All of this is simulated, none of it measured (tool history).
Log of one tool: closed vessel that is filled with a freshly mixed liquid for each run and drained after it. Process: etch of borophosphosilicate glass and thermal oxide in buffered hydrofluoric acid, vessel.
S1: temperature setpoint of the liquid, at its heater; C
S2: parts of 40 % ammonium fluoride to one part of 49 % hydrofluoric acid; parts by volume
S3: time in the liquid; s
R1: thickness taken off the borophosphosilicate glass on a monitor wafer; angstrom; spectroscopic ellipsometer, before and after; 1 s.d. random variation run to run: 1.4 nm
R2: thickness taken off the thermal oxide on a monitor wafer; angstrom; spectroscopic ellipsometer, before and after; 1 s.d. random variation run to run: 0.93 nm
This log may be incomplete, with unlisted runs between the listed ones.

run	hour	S1	S2	S3	R1	R2
1	0.0	24.0	7.0	60	1516.20	985.93
2	4.9	24.0	8.5	60	1235.70	792.94
3	12.1	22.0	8.5	60	1091.90	708.09
4	17.1	22.0	10.0	60	965.18	621.40
5	21.0	25.5	9.0	60	1257.30	801.32
6	26.8	27.5	8.5	60	1497.00	956.98
7	34.0	29.0	8.0	60	1702.70	1116.70
8	38.5	30.0	8.0	60	1804.20	1170.50
9	39.7	30.5	8.0	60	1846.20	1187.30
10	49.0	31.0	8.0	60	1886.70	1229.30

Predict the results of run 11:
11	50.9	31.5	8.0	60	?	?

{"run 11": {"R1": 1935.7, "R2": 1254.0}}
